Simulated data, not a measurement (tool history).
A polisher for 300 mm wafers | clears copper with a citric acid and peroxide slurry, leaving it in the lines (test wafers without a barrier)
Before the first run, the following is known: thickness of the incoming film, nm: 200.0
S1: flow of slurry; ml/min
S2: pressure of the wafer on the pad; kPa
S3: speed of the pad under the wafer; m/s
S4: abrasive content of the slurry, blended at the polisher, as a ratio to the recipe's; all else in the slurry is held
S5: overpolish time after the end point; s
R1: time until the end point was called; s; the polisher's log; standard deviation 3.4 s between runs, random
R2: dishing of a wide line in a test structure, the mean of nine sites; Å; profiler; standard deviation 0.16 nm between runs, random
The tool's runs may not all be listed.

Run 1, day 0: S1 155 ml/min, S2 15.9 kPa, S3 0.84 m/s, S4 1, S5 28 s. Result: R1 149.92 s, R2 230.52 Å.
Run 2, day 0.046: S1 155 ml/min, S2 15.9 kPa, S3 0.84 m/s, S4 1.15, S5 28 s. Result: R1 148.52 s, R2 238.32 Å.
Run 3, day 0.338: S1 155 ml/min, S2 15.9 kPa, S3 0.84 m/s, S4 1.15, S5 36 s. Result: R1 147.07 s, R2 302.01 Å.
Run 4, day 0.671: S1 155 ml/min, S2 15.9 kPa, S3 0.96 m/s, S4 1.15, S5 36 s. Result: R1 131.61 s, R2 330.95 Å.
Run 5, day 0.929: S1 155 ml/min, S2 15.2 kPa, S3 0.94 m/s, S4 1.15, S5 35 s. Result: R1 134.95 s, R2 307.2 Å.
Run 6, day 1.133: S1 155 ml/min, S2 13.8 kPa, S3 0.92 m/s, S4 1.15, S5 34 s. Result: R1 150.15 s, R2 276.04 Å.

Estimate the outcome of run 7 from the log above:
Run 7, day 1.396: S1 155 ml/min, S2 13.1 kPa, S3 0.9 m/s, S4 1.15, S5 33 s. Result: R1 ?, R2 ?.

R1: 153.92 s
R2: 262 Å
